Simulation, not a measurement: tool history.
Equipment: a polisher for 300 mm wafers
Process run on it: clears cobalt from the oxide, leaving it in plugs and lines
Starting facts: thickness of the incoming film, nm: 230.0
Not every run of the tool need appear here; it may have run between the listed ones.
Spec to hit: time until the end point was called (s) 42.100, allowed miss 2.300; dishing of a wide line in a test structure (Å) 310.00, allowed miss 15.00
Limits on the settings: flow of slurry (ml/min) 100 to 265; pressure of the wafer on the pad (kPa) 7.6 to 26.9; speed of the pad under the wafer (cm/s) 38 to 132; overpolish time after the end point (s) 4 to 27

run	day	flow of slurry (ml/min)	pressure of the wafer on the pad (kPa)	speed of the pad under the wafer (cm/s)	overpolish time after the end point (s)	time until the end point was called (s)	dishing of a wide line in a test structure (Å)
1	0.000	170	17.2	84	14	44.566	365.92
2	0.275	170	17.2	84	13	45.488	361.66
3	0.325	170	17.2	84	12	45.785	347.09
4	0.508	170	17.2	84	11	45.926	330.98
5	0.729	170	17.2	84	15	45.027	386.78
6	0.888	170	18.6	84	15	42.735	393.55
7	1.204	170	18.6	84	14	41.754	377.34
8	1.304	170	18.6	84	13	41.733	374.38
9	1.554	170	18.6	84	12	41.254	361.28
10	1.721	170	17.9	84	7	44.044	263.55
# day 1.775: worn pad replaced by a new one
11	1.775	170	18.6	84	10	40.199	342.69

Exercise: of the 5 proposed moves below, exactly one satisfies all targets within the stated allowed misses. Which move is it?
A	1.829	165	20.7	72	13	?	?
B	1.829	170	18.6	80	14	?	?
C	1.829	170	19.3	84	13	?	?
D	1.829	190	17.9	86	13	?	?
E	1.829	160	20.0	72	9	?	?

move	time until the end point was called (s)	dishing of a wide line in a test structure (Å)
A	40.394	382.65
B	41.277	390.90
C	38.695	389.23
D	39.974	384.33
E	41.874	313.88
A: further off than the last run
B: further off than the last run
C: further off than the last run
D: further off than the last run
E: in spec on every target
Correct choice: E, which meets every target

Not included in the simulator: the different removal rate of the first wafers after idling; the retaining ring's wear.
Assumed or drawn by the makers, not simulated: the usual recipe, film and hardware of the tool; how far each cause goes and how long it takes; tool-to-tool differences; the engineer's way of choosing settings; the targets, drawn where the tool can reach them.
